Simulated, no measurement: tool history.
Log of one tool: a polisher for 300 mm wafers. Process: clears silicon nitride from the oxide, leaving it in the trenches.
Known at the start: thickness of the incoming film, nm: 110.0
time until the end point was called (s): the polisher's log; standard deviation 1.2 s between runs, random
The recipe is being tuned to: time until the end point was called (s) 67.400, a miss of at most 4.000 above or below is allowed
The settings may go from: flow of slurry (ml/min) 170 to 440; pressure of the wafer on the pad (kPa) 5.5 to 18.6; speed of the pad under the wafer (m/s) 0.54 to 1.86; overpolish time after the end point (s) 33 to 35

run	day	flow of slurry (ml/min)	pressure of the wafer on the pad (kPa)	speed of the pad under the wafer (m/s)	overpolish time after the end point (s)	time until the end point was called (s)
1	0.000	280	11.7	1.18	33	135.380
2	0.321	280	13.1	1.22	33	112.480
3	0.350	280	14.5	1.22	33	106.240
4	0.708	280	13.1	1.22	33	116.340
5	0.854	280	14.5	1.26	33	101.310
6	1.196	280	14.5	1.00	33	124.460
7	1.429	280	15.2	1.08	33	112.620
8	1.750	280	15.9	1.16	33	103.160
9	1.904	280	16.5	1.24	33	89.656
10	2.167	280	17.2	1.28	33	82.741
11	2.396	280	17.2	1.30	33	84.523
12	2.708	280	17.2	1.34	33	78.421
13	3.021	280	17.2	1.36	33	80.909
14	3.162	280	17.2	1.40	33	75.906
15	3.388	280	17.9	1.42	33	72.115

5 candidate next runs follow, results not yet known. Just one meets every target within its allowed miss. Identify it.
A	3.612	245	17.9	1.56	33	?
B	3.612	420	17.9	1.32	35	?
C	3.612	270	17.9	1.34	33	?
D	3.612	240	18.6	1.32	33	?
E	3.612	255	16.5	1.42	33	?

move	time until the end point was called (s)
A	67.816
B	75.931
C	77.763
D	77.114
E	80.007
A: in spec on every target
B: lands further from the targets than the last run did
C: lands further from the targets than the last run did
D: lands further from the targets than the last run did
E: lands further from the targets than the last run did
Answer: A
